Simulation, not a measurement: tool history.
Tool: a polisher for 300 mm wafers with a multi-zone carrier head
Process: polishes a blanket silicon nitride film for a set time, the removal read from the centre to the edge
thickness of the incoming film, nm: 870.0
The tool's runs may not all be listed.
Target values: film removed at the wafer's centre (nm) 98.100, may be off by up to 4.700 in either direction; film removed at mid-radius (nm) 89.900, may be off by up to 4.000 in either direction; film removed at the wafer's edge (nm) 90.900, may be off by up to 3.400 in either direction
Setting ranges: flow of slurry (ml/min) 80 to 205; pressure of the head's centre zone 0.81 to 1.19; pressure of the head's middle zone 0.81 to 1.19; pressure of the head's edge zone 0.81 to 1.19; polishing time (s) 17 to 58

run	hour	flow of slurry (ml/min)	pressure of the head's centre zone	pressure of the head's middle zone	pressure of the head's edge zone	polishing time (s)	film removed at the wafer's centre (nm)	film removed at mid-radius (nm)	film removed at the wafer's edge (nm)
1	0.0	135	1.00	1.00	1.00	37	73.927	77.422	75.759
2	3.6	140	1.01	1.00	1.01	37	78.454	74.855	77.191
3	8.0	140	0.98	1.00	1.01	37	74.061	75.376	77.456
4	9.9	145	0.99	1.01	1.02	37	76.022	77.054	78.133
5	12.2	145	0.99	1.01	1.02	28	58.731	58.064	59.158
6	19.2	150	1.00	1.02	1.03	29	60.130	61.267	60.588
7	19.9	150	1.01	1.02	1.03	31	66.152	67.004	65.559
8	24.3	150	1.02	1.02	1.04	32	67.654	67.879	66.880
9	29.6	150	1.03	1.02	1.04	33	72.296	69.806	70.044
10	34.0	150	1.04	1.03	1.05	34	74.210	73.375	73.766
11	39.8	155	1.06	1.04	1.06	34	75.505	73.731	73.322
12	47.6	155	1.07	1.04	1.07	35	78.481	76.172	75.740
13	49.0	155	1.08	1.04	1.08	36	80.602	77.329	78.525
14	51.7	160	1.09	1.04	1.09	36	84.273	78.135	79.949
15	54.1	190	1.11	1.10	1.18	38	91.531	89.907	90.598

Pick the move, out of 4, that brings all results within their allowed miss; only one does.
A	56.5	185	0.97	1.07	1.19	40	?	?	?
B	56.5	170	0.99	1.14	1.18	39	?	?	?
C	56.5	185	1.05	1.12	1.19	39	?	?	?
D	56.5	200	1.13	1.07	1.15	39	?	?	?

move	film removed at the wafer's centre (nm)	film removed at mid-radius (nm)	film removed at the wafer's edge (nm)
A	85.742	90.576	95.349
B	84.025	91.918	91.511
C	90.579	91.793	92.903
D	98.817	89.306	92.136
A: further off than the last run
B: further off than the last run
C: further off than the last run
D: all results in spec
D meets every target.

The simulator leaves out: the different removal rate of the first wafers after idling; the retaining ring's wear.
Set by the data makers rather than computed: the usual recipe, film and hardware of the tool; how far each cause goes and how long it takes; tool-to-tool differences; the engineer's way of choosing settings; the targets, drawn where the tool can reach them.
